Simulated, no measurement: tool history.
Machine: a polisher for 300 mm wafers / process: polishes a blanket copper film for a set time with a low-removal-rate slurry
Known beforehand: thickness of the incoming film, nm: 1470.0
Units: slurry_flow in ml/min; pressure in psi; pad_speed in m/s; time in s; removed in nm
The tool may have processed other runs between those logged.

run,day,slurry_flow,pressure,pad_speed,slurry_solids,time,removed
1,0.000,230,2.0,1.14,1.00,24,48.092
2,0.046,230,1.7,1.14,1.00,24,42.138
3,0.242,230,2.0,1.16,1.00,24,50.072
4,0.450,230,2.0,1.16,0.85,24,48.408
5,0.617,175,2.0,1.16,0.85,24,47.193
# day 0.658: worn pad replaced by a new one
6,0.658,175,2.2,1.16,0.85,24,55.789
7,0.750,175,2.3,1.16,0.85,24,57.343
8,0.946,175,2.4,1.16,0.85,24,60.589

Expected results for the next run?
9,0.996,175,2.5,1.16,0.85,24,?

Run 9 measured removed 63.064 nm.

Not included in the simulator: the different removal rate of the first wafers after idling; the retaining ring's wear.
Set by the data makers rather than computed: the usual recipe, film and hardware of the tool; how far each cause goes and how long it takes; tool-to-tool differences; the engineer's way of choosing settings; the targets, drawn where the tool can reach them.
